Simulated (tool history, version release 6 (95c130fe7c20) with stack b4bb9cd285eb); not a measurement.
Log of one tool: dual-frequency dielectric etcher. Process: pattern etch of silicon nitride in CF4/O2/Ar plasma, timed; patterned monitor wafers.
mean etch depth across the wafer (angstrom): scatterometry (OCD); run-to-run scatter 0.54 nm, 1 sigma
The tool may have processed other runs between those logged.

run  hour  source power (kW)  bias power (kW)  Ar flow (sccm)  CF4 flow (sccm)  etch time (s)  mean etch depth across the wafer (angstrom)
  1     0               0.39            0.044             106               89          108.5                                       1464.5
  2   5.4               0.39            0.044             118               89          108.5                                       1438.4
  3  10.2               0.37            0.044             118               89          108.5                                       1382.8
  4  12.5               0.37            0.047             118               89          108.5                                       1400.9
  5  14.4               0.35            0.047             118               89          108.5                                       1340.2
  6  22.9               0.35            0.047             135               89          108.5                                       1324.2
  7  29.5               0.34            0.047             135               89          108.5                                       1288.9

The next listed run, before its measurement:
  8  31.3               0.34            0.047             135               89          108.5                                            ?

mean etch depth across the wafer (angstrom): 1281.2

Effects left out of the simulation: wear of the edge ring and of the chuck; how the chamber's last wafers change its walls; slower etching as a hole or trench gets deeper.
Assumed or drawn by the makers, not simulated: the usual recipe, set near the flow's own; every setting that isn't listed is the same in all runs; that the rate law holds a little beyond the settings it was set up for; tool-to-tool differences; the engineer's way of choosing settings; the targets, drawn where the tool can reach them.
